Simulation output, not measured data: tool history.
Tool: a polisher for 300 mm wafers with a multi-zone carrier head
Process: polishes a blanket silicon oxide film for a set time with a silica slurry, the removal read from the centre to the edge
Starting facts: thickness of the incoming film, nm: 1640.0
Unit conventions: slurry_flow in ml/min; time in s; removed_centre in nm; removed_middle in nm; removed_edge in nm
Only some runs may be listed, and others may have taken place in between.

{"run": 1, "hour": 0.0, "slurry_flow": 280, "centre_zone": 1.0, "middle_zone": 1.0, "edge_zone": 1.0, "slurry_solids": 1.0, "time": 84, "removed_centre": 435.92, "removed_middle": 439.5, "removed_edge": 438.67}
{"run": 2, "hour": 1.1, "slurry_flow": 280, "centre_zone": 1.04, "middle_zone": 1.0, "edge_zone": 1.0, "slurry_solids": 1.0, "time": 84, "removed_centre": 458.7, "removed_middle": 436.31, "removed_edge": 440.92}
{"run": 3, "hour": 9.4, "slurry_flow": 280, "centre_zone": 1.11, "middle_zone": 1.0, "edge_zone": 1.0, "slurry_solids": 1.0, "time": 84, "removed_centre": 477.29, "removed_middle": 439.83, "removed_edge": 442.15}
{"run": 4, "hour": 18.3, "slurry_flow": 280, "centre_zone": 1.07, "middle_zone": 1.01, "edge_zone": 1.04, "slurry_solids": 1.05, "time": 84, "removed_centre": 469.29, "removed_middle": 439.39, "removed_edge": 460.59}
{"run": 5, "hour": 26.3, "slurry_flow": 285, "centre_zone": 1.05, "middle_zone": 1.04, "edge_zone": 1.06, "slurry_solids": 1.1, "time": 84, "removed_centre": 463.37, "removed_middle": 463.51, "removed_edge": 463.75}
{"run": 6, "hour": 31.6, "slurry_flow": 285, "centre_zone": 1.05, "middle_zone": 1.04, "edge_zone": 1.09, "slurry_solids": 1.1, "time": 84, "removed_centre": 467.96, "removed_middle": 463.01, "removed_edge": 475.78}
{"run": 7, "hour": 37.8, "slurry_flow": 290, "centre_zone": 1.03, "middle_zone": 1.04, "edge_zone": 1.11, "slurry_solids": 1.15, "time": 84, "removed_centre": 464.86, "removed_middle": 475.75, "removed_edge": 486.24}
{"run": 8, "hour": 45.3, "slurry_flow": 290, "centre_zone": 1.02, "middle_zone": 1.03, "edge_zone": 1.13, "slurry_solids": 1.2, "time": 84, "removed_centre": 462.03, "removed_middle": 484.66, "removed_edge": 494.51}
{"run": 9, "hour": 47.7, "slurry_flow": 285, "centre_zone": 1.01, "middle_zone": 1.01, "edge_zone": 1.14, "slurry_solids": 1.25, "time": 85, "removed_centre": 473.9, "removed_middle": 477.77, "removed_edge": 510.61}

Run 10 comes next. What will it give?
{"run": 10, "hour": 54.0, "slurry_flow": 290, "centre_zone": 1.0, "middle_zone": 1.01, "edge_zone": 1.15, "slurry_solids": 1.3, "time": 85, "removed_centre": "?", "removed_middle": "?", "removed_edge": "?"}

{"run 10": {"removed_centre": 469.58, "removed_middle": 485.43, "removed_edge": 517.73}}

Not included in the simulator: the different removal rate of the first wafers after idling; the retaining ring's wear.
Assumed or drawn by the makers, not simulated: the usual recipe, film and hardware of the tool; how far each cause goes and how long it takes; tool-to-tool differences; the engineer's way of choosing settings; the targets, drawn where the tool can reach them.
